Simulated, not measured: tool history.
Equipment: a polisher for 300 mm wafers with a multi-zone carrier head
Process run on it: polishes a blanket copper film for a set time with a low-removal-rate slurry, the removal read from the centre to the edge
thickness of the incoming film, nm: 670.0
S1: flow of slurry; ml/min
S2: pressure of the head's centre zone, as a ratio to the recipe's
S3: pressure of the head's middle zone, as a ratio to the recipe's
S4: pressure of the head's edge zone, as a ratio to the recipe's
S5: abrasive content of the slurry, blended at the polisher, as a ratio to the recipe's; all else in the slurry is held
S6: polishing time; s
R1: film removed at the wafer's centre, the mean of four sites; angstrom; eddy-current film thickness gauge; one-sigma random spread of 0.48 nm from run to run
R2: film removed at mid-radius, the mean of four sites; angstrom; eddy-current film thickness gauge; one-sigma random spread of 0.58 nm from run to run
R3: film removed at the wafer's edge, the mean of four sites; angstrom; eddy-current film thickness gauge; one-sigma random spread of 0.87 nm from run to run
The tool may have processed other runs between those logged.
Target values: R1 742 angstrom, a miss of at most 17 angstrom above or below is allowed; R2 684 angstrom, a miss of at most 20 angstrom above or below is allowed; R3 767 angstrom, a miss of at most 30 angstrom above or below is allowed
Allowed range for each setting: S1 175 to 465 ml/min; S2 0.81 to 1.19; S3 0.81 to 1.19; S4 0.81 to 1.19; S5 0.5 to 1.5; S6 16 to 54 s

run,hour,S1,S2,S3,S4,S5,S6,R1,R2,R3
1,0,295,1,1,1,1,35,618.76,624.16,611.89
2,1.4,295,1,0.97,1,1,35,616.97,606.37,606.32
3,8.5,295,1.07,0.97,1,1,35,663.88,597.49,599.82
4,14.3,300,1.07,0.97,1.02,1.05,35,673.04,618.61,615.18
5,22.1,300,1.07,0.93,1.02,1.05,35,679.21,592.77,624.98
6,28.8,300,1.13,0.93,1.02,1.05,35,709.28,597.67,623.89
7,34.8,305,1.12,0.93,1.04,1.1,35,715.87,607.52,646.48
8,35.5,315,1.12,0.93,1.06,1.1,35,724.26,602.8,647.43
9,41.2,315,1.11,0.93,1.07,1.15,35,715.29,606.15,647.58

Which one of the following 5 next-run settings gets every result inside its allowed miss? There is exactly one.
A,46.9,340,1.07,0.86,1.12,1.2,39,?,?,?
B,46.9,295,0.99,0.89,1.08,1.3,39,?,?,?
C,46.9,385,1.17,1.14,0.9,1.3,33,?,?,?
D,46.9,310,1.12,1.05,1.19,1.1,36,?,?,?
E,46.9,340,1.14,0.95,1.15,1,38,?,?,?

move,R1,R2,R3
A,780.18,655.24,766.46
B,727.8,681.16,764.46
C,750.25,727.9,610.68
D,727.79,689.41,700.68
E,765.79,654.7,712.68
A: corrects the largest miss of the last run, while another result sits out of spec
B: all results land within tolerance of their targets
C: the biggest miss grows against the last run
D: moves toward the targets from the last run without getting all of them in spec
E: moves toward the targets from the last run without getting all of them in spec
Move B is the one to make.
